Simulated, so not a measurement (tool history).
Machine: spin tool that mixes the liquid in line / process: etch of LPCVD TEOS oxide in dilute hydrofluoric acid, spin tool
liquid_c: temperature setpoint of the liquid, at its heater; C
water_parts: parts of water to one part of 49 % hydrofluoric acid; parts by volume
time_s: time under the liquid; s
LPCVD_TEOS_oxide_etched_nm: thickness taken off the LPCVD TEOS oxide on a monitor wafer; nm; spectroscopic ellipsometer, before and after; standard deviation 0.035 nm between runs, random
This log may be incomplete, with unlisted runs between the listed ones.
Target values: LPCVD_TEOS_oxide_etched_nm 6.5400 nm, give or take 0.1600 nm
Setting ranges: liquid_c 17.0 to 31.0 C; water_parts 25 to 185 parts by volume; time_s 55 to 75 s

run  hour  liquid_c  water_parts  time_s  LPCVD_TEOS_oxide_etched_nm
  1   0.0      23.0          105      75                     15.9040
  2   8.5      23.0          105      55                     11.8150
  3  16.1      23.0           90      55                     13.8740
  4  19.4      23.0           90      75                     18.7550
  5  22.2      23.0           90      55                     13.8470
  6  30.7      21.5          105      55                     11.0250
  7  34.4      20.5          110      55                     10.1250
  8  38.8      19.5          115      55                      9.2279
  9  40.4      19.0          120      55                      8.4738
 10  43.8      18.5          125      55                      7.9853
 11  51.3      18.0          130      55                      7.4767
 12  60.0      17.5          135      55                      7.0217
 13  64.2      17.5          135      55                      7.0789

Next run, 4 choices. One meets every target within its allowed miss, the rest don't. Which?
  A  68.4      18.5          165      65                           ?
  B  68.4      17.5          150      60                           ?
  C  68.4      17.0          140      55                           ?
  D  68.4      18.5          155      60                           ?

move  LPCVD_TEOS_oxide_etched_nm
   A                      6.9081
   B                      6.8367
   C                      6.6432
   D                      6.8558
A: closer than the last run, but not yet in spec
B: closer than the last run, but not yet in spec
C: each result inside its tolerance
D: closer than the last run, but not yet in spec
Go with C: it meets all targets.
